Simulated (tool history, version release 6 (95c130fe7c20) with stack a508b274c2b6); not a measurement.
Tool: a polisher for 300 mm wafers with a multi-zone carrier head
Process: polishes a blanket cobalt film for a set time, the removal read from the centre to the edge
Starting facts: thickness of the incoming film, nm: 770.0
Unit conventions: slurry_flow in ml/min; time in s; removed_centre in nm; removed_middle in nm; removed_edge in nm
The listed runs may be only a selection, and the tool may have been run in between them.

{"run": 1, "hour": 0.0, "slurry_flow": 235, "centre_zone": 1, "middle_zone": 1, "edge_zone": 1, "time": 64, "removed_centre": 217.28, "removed_middle": 221.63, "removed_edge": 218.6}
{"run": 2, "hour": 5.6, "slurry_flow": 240, "centre_zone": 1.01, "middle_zone": 1, "edge_zone": 1.02, "time": 66, "removed_centre": 230.97, "removed_middle": 231.25, "removed_edge": 229.03}
{"run": 3, "hour": 13.7, "slurry_flow": 245, "centre_zone": 1.02, "middle_zone": 1, "edge_zone": 1.04, "time": 68, "removed_centre": 236.19, "removed_middle": 237.05, "removed_edge": 237.83}
{"run": 4, "hour": 19.4, "slurry_flow": 245, "centre_zone": 1.08, "middle_zone": 1, "edge_zone": 1.04, "time": 68, "removed_centre": 252.94, "removed_middle": 238.15, "removed_edge": 238.04}
{"run": 5, "hour": 25.1, "slurry_flow": 190, "centre_zone": 1.08, "middle_zone": 1, "edge_zone": 1.04, "time": 68, "removed_centre": 246.5, "removed_middle": 232.43, "removed_edge": 233.02}
{"run": 6, "hour": 29.4, "slurry_flow": 190, "centre_zone": 1.08, "middle_zone": 1, "edge_zone": 0.98, "time": 68, "removed_centre": 245.86, "removed_middle": 230.09, "removed_edge": 225.44}
{"run": 7, "hour": 34.6, "slurry_flow": 195, "centre_zone": 1.08, "middle_zone": 1, "edge_zone": 1, "time": 70, "removed_centre": 256.11, "removed_middle": 235.07, "removed_edge": 233.17}
{"run": 8, "hour": 40.9, "slurry_flow": 200, "centre_zone": 1.08, "middle_zone": 1, "edge_zone": 1.02, "time": 71, "removed_centre": 257.67, "removed_middle": 246.19, "removed_edge": 239.12}
{"run": 9, "hour": 45.3, "slurry_flow": 210, "centre_zone": 1.08, "middle_zone": 0.99, "edge_zone": 1.04, "time": 72, "removed_centre": 263.32, "removed_middle": 246.92, "removed_edge": 243.92}
{"run": 10, "hour": 50.1, "slurry_flow": 220, "centre_zone": 1.08, "middle_zone": 0.98, "edge_zone": 1.06, "time": 74, "removed_centre": 275.05, "removed_middle": 254.04, "removed_edge": 255.79}
{"run": 11, "hour": 55.9, "slurry_flow": 225, "centre_zone": 1.08, "middle_zone": 0.98, "edge_zone": 1.08, "time": 75, "removed_centre": 281.78, "removed_middle": 256.18, "removed_edge": 262.5}

What does the tool deliver on the next run?
{"run": 12, "hour": 61.2, "slurry_flow": 230, "centre_zone": 1.08, "middle_zone": 0.98, "edge_zone": 1.09, "time": 76, "removed_centre": "?", "removed_middle": "?", "removed_edge": "?"}

removed_centre: 283.74 nm
removed_middle: 259.99 nm
removed_edge: 267.55 nm

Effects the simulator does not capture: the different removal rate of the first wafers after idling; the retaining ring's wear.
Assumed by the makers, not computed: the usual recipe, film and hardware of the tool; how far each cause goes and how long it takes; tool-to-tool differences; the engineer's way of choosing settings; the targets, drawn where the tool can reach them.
